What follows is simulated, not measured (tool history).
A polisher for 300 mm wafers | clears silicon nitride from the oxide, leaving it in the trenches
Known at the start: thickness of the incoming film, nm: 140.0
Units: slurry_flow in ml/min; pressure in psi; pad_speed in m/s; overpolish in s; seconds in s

Run 1, hour 0: slurry_flow 235 ml/min, pressure 3.4 psi, pad_speed 1 m/s, overpolish 2 s. Result: seconds 159.36 s.
Run 2, hour 7.5: slurry_flow 235 ml/min, pressure 3.1 psi, pad_speed 1 m/s, overpolish 2 s. Result: seconds 172.63 s.
Run 3, hour 14.4: slurry_flow 235 ml/min, pressure 3.1 psi, pad_speed 1 m/s, overpolish 2 s. Result: seconds 176.75 s.
Run 4, hour 18.8: slurry_flow 235 ml/min, pressure 3.4 psi, pad_speed 1 m/s, overpolish 2 s. Result: seconds 158.57 s.
Run 5, hour 23: slurry_flow 235 ml/min, pressure 3.6 psi, pad_speed 1 m/s, overpolish 2 s. Result: seconds 145.26 s.
Run 6, hour 30.7: slurry_flow 235 ml/min, pressure 3.6 psi, pad_speed 0.74 m/s, overpolish 2 s. Result: seconds 191.67 s.
Run 7, hour 36.6: slurry_flow 235 ml/min, pressure 4 psi, pad_speed 0.74 m/s, overpolish 2 s. Result: seconds 181.47 s.
Run 8, hour 44.2: slurry_flow 235 ml/min, pressure 4.3 psi, pad_speed 0.76 m/s, overpolish 2 s. Result: seconds 165.71 s.
Run 9, hour 51.5: slurry_flow 235 ml/min, pressure 4.6 psi, pad_speed 0.78 m/s, overpolish 2 s. Result: seconds 146.86 s.
Run 10, hour 55.1: slurry_flow 235 ml/min, pressure 4.8 psi, pad_speed 0.78 m/s, overpolish 2 s. Result: seconds 142.1 s.

Run 11 comes next. What will it give?
Run 11, hour 63: slurry_flow 235 ml/min, pressure 4.9 psi, pad_speed 0.78 m/s, overpolish 2 s. Result: seconds ?.

Run 11 gave seconds 138.66 s.

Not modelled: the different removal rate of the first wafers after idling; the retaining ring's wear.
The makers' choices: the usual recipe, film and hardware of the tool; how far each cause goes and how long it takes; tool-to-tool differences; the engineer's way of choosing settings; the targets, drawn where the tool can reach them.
